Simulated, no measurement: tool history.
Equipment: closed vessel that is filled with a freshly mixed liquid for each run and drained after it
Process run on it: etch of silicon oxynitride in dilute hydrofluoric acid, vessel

run,hour,temperature setpoint of the liquid (°C),parts of water to one part of 49 % hydrofluoric acid (parts by volume),time in the liquid (s),thickness taken off the silicon oxynitride on a monitor wafer (nm)
1,0.0,23.0,125,2790,42.669
2,1.7,25.5,105,2790,57.462
3,8.7,27.5,90,2790,75.202
4,17.8,28.5,85,2790,83.262
5,21.8,28.5,45,2790,164.640
6,26.8,27.0,45,2790,151.880
7,28.9,24.0,45,2790,132.420
8,34.1,22.0,45,2790,119.900
9,36.2,21.0,45,2790,113.990

Run 10, settings as shown, results not yet in. Your forecast:
10,38.0,21.0,45,2790,?

Logged for run 10: thickness taken off the silicon oxynitride on a monitor wafer (nm) 113.840.
